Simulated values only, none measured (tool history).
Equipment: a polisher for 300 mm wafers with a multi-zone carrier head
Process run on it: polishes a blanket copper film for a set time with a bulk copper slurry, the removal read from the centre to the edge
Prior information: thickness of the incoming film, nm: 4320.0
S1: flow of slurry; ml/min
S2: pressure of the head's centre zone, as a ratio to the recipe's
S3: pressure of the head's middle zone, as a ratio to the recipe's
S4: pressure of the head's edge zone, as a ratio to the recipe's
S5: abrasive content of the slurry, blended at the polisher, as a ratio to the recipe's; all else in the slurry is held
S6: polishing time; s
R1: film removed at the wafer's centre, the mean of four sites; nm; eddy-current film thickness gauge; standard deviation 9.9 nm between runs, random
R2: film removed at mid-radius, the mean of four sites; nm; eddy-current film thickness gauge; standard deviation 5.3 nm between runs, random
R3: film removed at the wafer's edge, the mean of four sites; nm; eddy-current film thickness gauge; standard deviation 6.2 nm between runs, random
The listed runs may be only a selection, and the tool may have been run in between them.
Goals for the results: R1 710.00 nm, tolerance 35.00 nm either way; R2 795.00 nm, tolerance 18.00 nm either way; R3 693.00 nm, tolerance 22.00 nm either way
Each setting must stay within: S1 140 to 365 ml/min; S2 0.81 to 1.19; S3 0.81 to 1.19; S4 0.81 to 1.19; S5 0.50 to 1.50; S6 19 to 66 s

run,hour,S1,S2,S3,S4,S5,S6,R1,R2,R3
1,0.0,235,1.00,1.00,1.00,1.00,42,602.00,627.06,621.92
2,6.3,205,1.00,1.00,1.00,1.00,42,601.26,608.27,607.47
3,6.9,235,1.03,1.04,1.01,1.05,42,625.03,652.52,624.15
4,14.2,185,1.03,1.04,1.01,1.05,42,613.13,627.33,598.19
5,22.1,185,1.03,1.04,1.01,1.05,47,690.35,688.16,674.79
6,24.9,210,1.03,1.06,1.00,1.05,47,718.29,715.61,668.98
7,27.3,230,1.01,1.08,1.01,1.05,47,691.06,750.26,685.37
8,33.4,230,1.01,1.08,1.01,1.05,47,701.96,742.26,692.14
9,36.4,240,1.01,1.09,1.00,1.05,47,707.89,757.48,694.34
10,38.0,250,1.01,1.10,0.99,1.05,47,716.96,775.12,690.77
11,41.4,255,1.01,1.10,0.99,1.05,47,705.65,764.45,683.18

Pick the move, out of 4, that brings all results within their allowed miss; only one does.
A,44.8,250,1.00,1.13,0.98,0.95,48,?,?,?
B,44.8,215,1.06,1.06,0.98,1.15,48,?,?,?
C,44.8,225,1.03,1.13,0.99,0.95,45,?,?,?
D,44.8,250,0.97,1.08,1.03,1.00,49,?,?,?

move,R1,R2,R3
A,694.61,796.80,701.81
B,737.69,757.35,709.17
C,660.40,736.36,653.78
D,691.91,787.66,737.11
A: each result inside its tolerance
B: its largest miss is bigger than the last run's
C: its largest miss is bigger than the last run's
D: puts the biggest miss on target and leaves a different result outside tolerance
The move that meets every target is A.
